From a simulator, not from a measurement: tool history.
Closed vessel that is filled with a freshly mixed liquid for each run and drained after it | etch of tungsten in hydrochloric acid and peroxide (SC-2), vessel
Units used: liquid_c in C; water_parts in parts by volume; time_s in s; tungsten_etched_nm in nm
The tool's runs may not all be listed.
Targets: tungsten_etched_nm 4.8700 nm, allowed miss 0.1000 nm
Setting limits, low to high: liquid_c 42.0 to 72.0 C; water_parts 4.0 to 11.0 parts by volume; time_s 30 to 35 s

run 1 hour=0.0 | liquid_c=58.0 water_parts=6.0 time_s=35 | tungsten_etched_nm=11.4170
run 2 hour=7.7 | liquid_c=62.5 water_parts=6.0 time_s=35 | tungsten_etched_nm=15.2500
run 3 hour=14.3 | liquid_c=60.0 water_parts=6.0 time_s=35 | tungsten_etched_nm=13.0800
run 4 hour=17.4 | liquid_c=55.0 water_parts=6.0 time_s=35 | tungsten_etched_nm=9.5973
run 5 hour=19.9 | liquid_c=55.0 water_parts=8.0 time_s=35 | tungsten_etched_nm=7.5665
run 6 hour=21.5 | liquid_c=55.0 water_parts=9.5 time_s=35 | tungsten_etched_nm=6.5964
run 7 hour=23.0 | liquid_c=53.5 water_parts=9.5 time_s=35 | tungsten_etched_nm=6.0506
run 8 hour=24.5 | liquid_c=49.5 water_parts=9.5 time_s=35 | tungsten_etched_nm=4.5827
run 9 hour=30.7 | liquid_c=50.0 water_parts=9.5 time_s=35 | tungsten_etched_nm=4.6890

Exactly one of the 5 candidate moves below puts every result within its allowed miss. Which one?
run A hour=36.9 | liquid_c=50.5 water_parts=9.5 time_s=35 | tungsten_etched_nm=?
run B hour=36.9 | liquid_c=49.0 water_parts=9.0 time_s=35 | tungsten_etched_nm=?
run C hour=36.9 | liquid_c=50.0 water_parts=10.0 time_s=35 | tungsten_etched_nm=?
run D hour=36.9 | liquid_c=48.0 water_parts=8.5 time_s=35 | tungsten_etched_nm=?
run E hour=36.9 | liquid_c=47.0 water_parts=8.0 time_s=35 | tungsten_etched_nm=?

move=A tungsten_etched_nm=4.9142
move=B tungsten_etched_nm=4.6479
move=C tungsten_etched_nm=4.5553
move=D tungsten_etched_nm=4.5523
move=E tungsten_etched_nm=4.4670
A: all results land within tolerance of their targets
B: further off than the last run
C: further off than the last run
D: further off than the last run
E: further off than the last run
Move A is the one to make.
